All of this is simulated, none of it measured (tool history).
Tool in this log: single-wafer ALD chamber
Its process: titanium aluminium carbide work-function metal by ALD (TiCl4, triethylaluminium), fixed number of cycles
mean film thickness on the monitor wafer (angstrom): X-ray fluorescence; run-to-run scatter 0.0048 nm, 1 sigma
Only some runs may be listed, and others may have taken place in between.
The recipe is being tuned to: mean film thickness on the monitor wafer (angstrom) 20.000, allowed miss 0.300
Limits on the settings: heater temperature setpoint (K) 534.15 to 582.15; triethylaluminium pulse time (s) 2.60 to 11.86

run,hour,heater temperature setpoint (K),triethylaluminium pulse time (s),mean film thickness on the monitor wafer (angstrom)
1,0.0,558.15,7.23,16.247
2,7.0,558.15,5.27,14.206
3,11.2,561.15,5.91,15.194
4,18.5,564.15,6.34,15.836
# hour 26.3: triethylaluminium bottle replaced
5,26.3,567.15,6.72,17.880
6,33.5,567.15,7.80,18.555
7,39.6,568.15,7.81,18.649
8,43.7,569.15,7.82,18.653
9,51.3,570.15,7.83,18.826

Pick the move, out of 4, that brings all results within their allowed miss; only one does.
A,58.9,575.15,7.97,?
B,58.9,575.15,8.76,?
C,58.9,576.15,9.56,?
D,58.9,563.15,6.44,?

move,mean film thickness on the monitor wafer (angstrom)
A,19.251
B,19.569
C,19.888
D,17.481
A: moves toward the targets from the last run without getting all of them in spec
B: moves toward the targets from the last run without getting all of them in spec
C: meets every target
D: the biggest miss grows against the last run
The right move is C.

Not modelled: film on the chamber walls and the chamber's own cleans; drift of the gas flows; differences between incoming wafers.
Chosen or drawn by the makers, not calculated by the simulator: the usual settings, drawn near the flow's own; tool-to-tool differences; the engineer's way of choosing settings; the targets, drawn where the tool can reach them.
